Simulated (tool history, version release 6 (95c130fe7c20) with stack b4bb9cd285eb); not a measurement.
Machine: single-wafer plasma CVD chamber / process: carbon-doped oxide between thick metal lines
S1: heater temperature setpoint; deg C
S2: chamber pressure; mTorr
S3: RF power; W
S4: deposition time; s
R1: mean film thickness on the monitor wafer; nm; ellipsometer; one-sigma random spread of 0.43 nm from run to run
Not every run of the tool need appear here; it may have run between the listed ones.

Run 1, hour 0.0: S1 335 deg C, S2 3670 mTorr, S3 405 W, S4 56.3 s. Result: R1 249.28 nm.
Run 2, hour 6.5: S1 337 deg C, S2 3520 mTorr, S3 390 W, S4 56.1 s. Result: R1 238.24 nm.
Run 3, hour 11.0: S1 339 deg C, S2 3350 mTorr, S3 380 W, S4 56.0 s. Result: R1 230.65 nm.
Run 4, hour 12.1: S1 341 deg C, S2 3210 mTorr, S3 375 W, S4 56.0 s. Result: R1 228.31 nm.
Run 5, hour 12.9: S1 341 deg C, S2 3210 mTorr, S3 375 W, S4 53.4 s. Result: R1 217.51 nm.
Run 6, hour 21.3: S1 342 deg C, S2 3140 mTorr, S3 375 W, S4 53.4 s. Result: R1 216.00 nm.
Run 7, hour 29.8: S1 343 deg C, S2 3080 mTorr, S3 375 W, S4 53.4 s. Result: R1 214.79 nm.

Run 8, settings as shown, results not yet in. Your forecast:
Run 8, hour 34.2: S1 344 deg C, S2 3030 mTorr, S3 375 W, S4 53.4 s. Result: R1 ?.

Run 8 gave R1 214.11 nm.
